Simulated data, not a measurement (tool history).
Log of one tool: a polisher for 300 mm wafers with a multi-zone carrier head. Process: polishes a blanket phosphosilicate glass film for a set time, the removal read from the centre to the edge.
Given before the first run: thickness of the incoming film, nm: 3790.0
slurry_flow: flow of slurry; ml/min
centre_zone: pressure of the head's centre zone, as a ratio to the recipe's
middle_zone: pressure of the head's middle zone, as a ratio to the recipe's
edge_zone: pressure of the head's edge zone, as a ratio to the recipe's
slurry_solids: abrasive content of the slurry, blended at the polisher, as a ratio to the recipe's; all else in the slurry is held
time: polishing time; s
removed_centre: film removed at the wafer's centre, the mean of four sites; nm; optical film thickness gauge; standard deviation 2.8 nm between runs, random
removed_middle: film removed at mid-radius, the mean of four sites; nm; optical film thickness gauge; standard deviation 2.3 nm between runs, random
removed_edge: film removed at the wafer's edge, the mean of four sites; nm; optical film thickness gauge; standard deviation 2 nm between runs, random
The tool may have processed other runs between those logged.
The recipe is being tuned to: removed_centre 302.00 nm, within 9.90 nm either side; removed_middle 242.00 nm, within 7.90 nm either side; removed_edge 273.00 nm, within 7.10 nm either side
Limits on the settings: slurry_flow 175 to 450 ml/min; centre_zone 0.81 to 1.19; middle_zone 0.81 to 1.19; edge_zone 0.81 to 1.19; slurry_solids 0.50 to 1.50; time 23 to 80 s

| run | hour | slurry_flow | centre_zone | middle_zone | edge_zone | slurry_solids | time | removed_centre | removed_middle | removed_edge |
|---|---|---|---|---|---|---|---|---|---|---|
| 1 | 0.0 | 290 | 1.00 | 1.00 | 1.00 | 1.00 | 51 | 293.88 | 294.58 | 288.67 |
| 2 | 3.0 | 290 | 1.00 | 1.00 | 1.00 | 0.90 | 51 | 284.03 | 281.34 | 278.17 |
| 3 | 9.4 | 285 | 1.01 | 0.98 | 1.00 | 0.90 | 51 | 283.33 | 278.46 | 280.59 |
| 4 | 14.5 | 335 | 1.01 | 0.98 | 1.00 | 0.90 | 51 | 291.31 | 278.59 | 285.88 |
| 5 | 20.3 | 335 | 1.01 | 1.04 | 1.00 | 0.90 | 51 | 293.51 | 303.90 | 283.42 |
| 6 | 27.0 | 335 | 1.01 | 1.04 | 1.00 | 0.90 | 62 | 352.15 | 359.26 | 341.47 |
| 7 | 32.7 | 325 | 1.02 | 1.01 | 0.97 | 0.85 | 62 | 350.36 | 342.22 | 328.98 |
| 8 | 34.8 | 320 | 1.02 | 0.98 | 0.95 | 0.80 | 62 | 340.57 | 329.64 | 320.20 |
| 9 | 36.8 | 315 | 1.03 | 0.95 | 0.94 | 0.75 | 62 | 340.61 | 316.20 | 313.04 |
| 10 | 38.3 | 270 | 1.04 | 0.85 | 0.95 | 0.50 | 60 | 280.53 | 236.66 | 265.17 |

Exercise: of the 5 proposed moves below, exactly one satisfies all targets within the stated allowed misses. Which move is it?
| A | 39.8 | 205 | 1.08 | 0.84 | 0.95 | 0.55 | 62 | ? | ? | ? |
| B | 39.8 | 280 | 1.14 | 0.90 | 0.90 | 0.50 | 60 | ? | ? | ? |
| C | 39.8 | 280 | 1.09 | 0.86 | 0.89 | 0.65 | 59 | ? | ? | ? |
| D | 39.8 | 290 | 1.07 | 0.83 | 0.96 | 0.65 | 60 | ? | ? | ? |
| E | 39.8 | 250 | 1.03 | 0.86 | 0.98 | 0.70 | 59 | ? | ? | ? |

| move | removed_centre | removed_middle | removed_edge |
|---|---|---|---|
| A | 300.75 | 244.77 | 274.46 |
| B | 309.08 | 251.12 | 257.16 |
| C | 317.05 | 259.71 | 274.80 |
| D | 317.54 | 257.37 | 290.29 |
| E | 303.33 | 263.40 | 292.26 |
A: every result lands within tolerance
B: brings the result that was furthest off to its target, and leaves another outside
C: pushes the last run's worst result past its target
D: pushes the last run's worst result past its target
E: brings the result that was furthest off to its target, and leaves another outside
Go with A: it meets all targets.

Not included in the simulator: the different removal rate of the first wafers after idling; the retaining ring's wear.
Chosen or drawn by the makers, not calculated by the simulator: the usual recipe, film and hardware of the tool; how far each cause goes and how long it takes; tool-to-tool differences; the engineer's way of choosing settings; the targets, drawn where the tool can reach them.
